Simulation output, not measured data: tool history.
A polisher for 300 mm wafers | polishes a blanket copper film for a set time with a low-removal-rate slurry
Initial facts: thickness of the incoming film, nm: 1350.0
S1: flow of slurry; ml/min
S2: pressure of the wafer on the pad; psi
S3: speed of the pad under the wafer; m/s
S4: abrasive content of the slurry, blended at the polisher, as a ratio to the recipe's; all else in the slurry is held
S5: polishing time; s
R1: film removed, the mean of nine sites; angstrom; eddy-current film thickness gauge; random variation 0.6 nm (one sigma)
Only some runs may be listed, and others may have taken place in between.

run 1 hour=0 | S1=255 S2=2.9 S3=1.3 S4=1 S5=30 | R1=960.35
run 2 hour=1.2 | S1=195 S2=2.9 S3=1.3 S4=1 S5=30 | R1=902.62
run 3 hour=9.7 | S1=240 S2=2.9 S3=1.3 S4=1 S5=30 | R1=938.92
run 4 hour=14.5 | S1=230 S2=2.8 S3=1.3 S4=1 S5=30 | R1=896.59
run 5 hour=15.7 | S1=230 S2=3.4 S3=1.3 S4=1 S5=30 | R1=1070.4
run 6 hour=20.4 | S1=230 S2=3.4 S3=1.3 S4=1 S5=26 | R1=935.29
run 7 hour=22.5 | S1=220 S2=3.3 S3=1.3 S4=1 S5=26 | R1=895.2
run 8 hour=23.3 | S1=220 S2=3.3 S3=1.3 S4=1 S5=26 | R1=890.28

Run 9 has not been measured yet. What should we expect?
run 9 hour=25.4 | S1=210 S2=3.2 S3=1.3 S4=1 S5=26 | R1=?

R1: 864.76 angstrom
